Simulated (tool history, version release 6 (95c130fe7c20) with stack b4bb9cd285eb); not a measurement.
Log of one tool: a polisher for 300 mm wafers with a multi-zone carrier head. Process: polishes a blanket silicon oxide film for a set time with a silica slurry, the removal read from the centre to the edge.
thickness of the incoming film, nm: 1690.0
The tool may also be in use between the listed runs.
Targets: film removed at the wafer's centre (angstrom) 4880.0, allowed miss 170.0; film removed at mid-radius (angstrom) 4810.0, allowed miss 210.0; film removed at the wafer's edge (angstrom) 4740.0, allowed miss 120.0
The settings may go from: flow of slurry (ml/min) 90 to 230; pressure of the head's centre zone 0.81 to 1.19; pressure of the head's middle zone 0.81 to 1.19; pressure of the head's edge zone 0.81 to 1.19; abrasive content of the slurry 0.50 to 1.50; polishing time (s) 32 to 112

run  hour  flow of slurry (ml/min)  pressure of the head's centre zone  pressure of the head's middle zone  pressure of the head's edge zone  abrasive content of the slurry  polishing time (s)  film removed at the wafer's centre (angstrom)  film removed at mid-radius (angstrom)  film removed at the wafer's edge (angstrom)
  1   0.0                      150                                1.00                                1.00                              1.00                            1.00                  72                                         3441.3                                 3807.8                                       3732.1
  2   7.4                      160                                1.04                                1.01                              1.04                            1.05                  72                                         3679.8                                 3856.6                                       3855.7
  3  11.4                      135                                1.04                                1.01                              1.04                            1.05                  72                                         3482.3                                 3713.0                                       3820.4
  4  18.1                      170                                1.04                                1.01                              1.04                            1.05                  72                                         3741.5                                 3946.3                                       3853.8
  5  26.7                      170                                1.04                                1.01                              1.04                            1.25                  72                                         3965.8                                 4186.9                                       4151.5
  6  28.8                      170                                1.04                                1.01                              1.04                            1.10                  72                                         3723.1                                 4043.7                                       3962.9
  7  30.7                      180                                1.07                                1.01                              1.05                            1.20                  72                                         4009.3                                 4196.8                                       4151.9
  8  34.5                      190                                1.10                                1.02                              1.06                            1.25                  72                                         4226.6                                 4419.5                                       4225.4
  9  40.7                      195                                1.12                                1.02                              1.08                            1.30                  72                                         4451.5                                 4467.2                                       4320.5
 10  46.4                      200                                1.12                                1.02                              1.10                            1.35                  72                                         4503.3                                 4498.6                                       4381.2
 11  54.6                      200                                1.12                                1.02                              1.10                            1.40                  72                                         4513.0                                 4454.1                                       4477.2

Which of these 4 next moves meets every target?
  A  62.8                      175                                1.18                                1.06                              1.18                            1.35                  76                                              ?                                      ?                                            ?
  B  62.8                      185                                1.08                                1.08                              0.98                            1.45                  81                                              ?                                      ?                                            ?
  C  62.8                      200                                1.15                                0.86                              1.10                            1.50                  74                                              ?                                      ?                                            ?
  D  62.8                      180                                1.09                                1.00                              1.15                            1.40                  75                                              ?                                      ?                                            ?

move  film removed at the wafer's centre (angstrom)  film removed at mid-radius (angstrom)  film removed at the wafer's edge (angstrom)
   A                                         4842.9                                 4624.7                                       4748.2
   B                                         4874.8                                 5159.9                                       4746.0
   C                                         4854.4                                 4105.1                                       4690.4
   D                                         4482.3                                 4450.3                                       4695.7
A: meets every target
B: brings the result that was furthest off to its target, and leaves another outside
C: brings the result that was furthest off to its target, and leaves another outside
D: brings the result that was furthest off to its target, and leaves another outside
Answer: A
